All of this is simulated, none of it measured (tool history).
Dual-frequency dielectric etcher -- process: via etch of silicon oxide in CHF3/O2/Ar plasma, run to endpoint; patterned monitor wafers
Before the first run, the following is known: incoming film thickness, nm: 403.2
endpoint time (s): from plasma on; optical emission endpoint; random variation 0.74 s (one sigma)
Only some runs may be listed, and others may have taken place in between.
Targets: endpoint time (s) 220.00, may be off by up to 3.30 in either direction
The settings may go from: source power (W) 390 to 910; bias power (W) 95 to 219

run 1 hour=0.0 | source_power_(W)=650 bias_power_(W)=157 | endpoint_time_(s)=201.58
run 2 hour=1.4 | source_power_(W)=650 bias_power_(W)=133 | endpoint_time_(s)=215.18
run 3 hour=3.6 | source_power_(W)=750 bias_power_(W)=133 | endpoint_time_(s)=199.18
run 4 hour=5.5 | source_power_(W)=660 bias_power_(W)=133 | endpoint_time_(s)=212.03
run 5 hour=12.0 | source_power_(W)=660 bias_power_(W)=153 | endpoint_time_(s)=201.64
-- hour=18.8 source power generator calibrated
run 6 hour=18.8 | source_power_(W)=660 bias_power_(W)=164 | endpoint_time_(s)=199.02
run 7 hour=19.6 | source_power_(W)=640 bias_power_(W)=163 | endpoint_time_(s)=203.22
run 8 hour=20.5 | source_power_(W)=630 bias_power_(W)=163 | endpoint_time_(s)=204.85
run 9 hour=22.6 | source_power_(W)=630 bias_power_(W)=163 | endpoint_time_(s)=203.86
run 10 hour=26.6 | source_power_(W)=620 bias_power_(W)=163 | endpoint_time_(s)=206.00
run 11 hour=30.0 | source_power_(W)=620 bias_power_(W)=163 | endpoint_time_(s)=205.29
run 12 hour=38.5 | source_power_(W)=610 bias_power_(W)=163 | endpoint_time_(s)=207.92
run 13 hour=44.8 | source_power_(W)=600 bias_power_(W)=163 | endpoint_time_(s)=209.35
run 14 hour=46.5 | source_power_(W)=590 bias_power_(W)=163 | endpoint_time_(s)=211.63
run 15 hour=53.5 | source_power_(W)=580 bias_power_(W)=163 | endpoint_time_(s)=215.26

Consider the 5 candidate settings below. Which is the only one whose results all fall within their allowed miss of target?
run A hour=60.5 | source_power_(W)=580 bias_power_(W)=172 | endpoint_time_(s)=?
run B hour=60.5 | source_power_(W)=570 bias_power_(W)=157 | endpoint_time_(s)=?
run C hour=60.5 | source_power_(W)=610 bias_power_(W)=159 | endpoint_time_(s)=?
run D hour=60.5 | source_power_(W)=540 bias_power_(W)=184 | endpoint_time_(s)=?
run E hour=60.5 | source_power_(W)=570 bias_power_(W)=143 | endpoint_time_(s)=?

move=A endpoint_time_(s)=210.21
move=B endpoint_time_(s)=220.27
move=C endpoint_time_(s)=210.99
move=D endpoint_time_(s)=212.97
move=E endpoint_time_(s)=228.75
A: its largest miss is bigger than the last run's
B: all results in spec
C: its largest miss is bigger than the last run's
D: its largest miss is bigger than the last run's
E: moves the result that the last run missed by most past its target, out the other side
The move that meets every target is B.
